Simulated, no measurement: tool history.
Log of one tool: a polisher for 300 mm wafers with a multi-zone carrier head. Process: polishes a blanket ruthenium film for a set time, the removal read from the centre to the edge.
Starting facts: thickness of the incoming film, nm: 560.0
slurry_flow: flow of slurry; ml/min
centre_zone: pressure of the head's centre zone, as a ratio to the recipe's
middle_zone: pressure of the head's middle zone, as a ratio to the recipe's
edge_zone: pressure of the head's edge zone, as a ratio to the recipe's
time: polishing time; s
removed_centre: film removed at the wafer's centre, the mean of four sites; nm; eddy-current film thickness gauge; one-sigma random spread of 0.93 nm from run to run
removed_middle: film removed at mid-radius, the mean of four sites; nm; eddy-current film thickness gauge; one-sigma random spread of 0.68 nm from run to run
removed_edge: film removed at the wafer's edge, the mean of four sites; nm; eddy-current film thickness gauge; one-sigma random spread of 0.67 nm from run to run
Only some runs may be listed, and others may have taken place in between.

run,hour,slurry_flow,centre_zone,middle_zone,edge_zone,time,removed_centre,removed_middle,removed_edge
1,0,295,1,1,1,45,65.443,66.935,65.607
2,5.5,295,1.08,1,1,45,69.978,66.333,65.763
3,9.5,305,1.04,1.06,1.06,47,70.573,72.193,71.945
4,15.7,360,1.04,1.06,1.06,47,70.088,73.919,71.334
5,24.7,365,1.02,1.1,1.08,49,74.075,79.056,75.543
6,32.6,375,0.98,1.13,1.1,50,71.747,82.129,77.119
7,36.8,375,0.98,1.13,1.1,50,70.668,83.355,77.486
8,43.6,375,0.98,1.15,1.12,51,72.195,86.544,80.601
9,51,375,0.98,1.16,1.13,51,71.558,84.778,81.967
# hour 52.1: worn pad replaced by a new one
10,52.1,390,0.98,1.17,1.13,51,83.458,96.197,89.77
11,55.7,370,0.97,1.17,1.12,51,80.087,96.364,88.442

Forecast run 12:
12,57.9,395,0.96,1.17,1.12,51,?,?,?

Run 12 yielded removed_centre 79.421 nm, removed_middle 98.364 nm, removed_edge 88.27 nm.
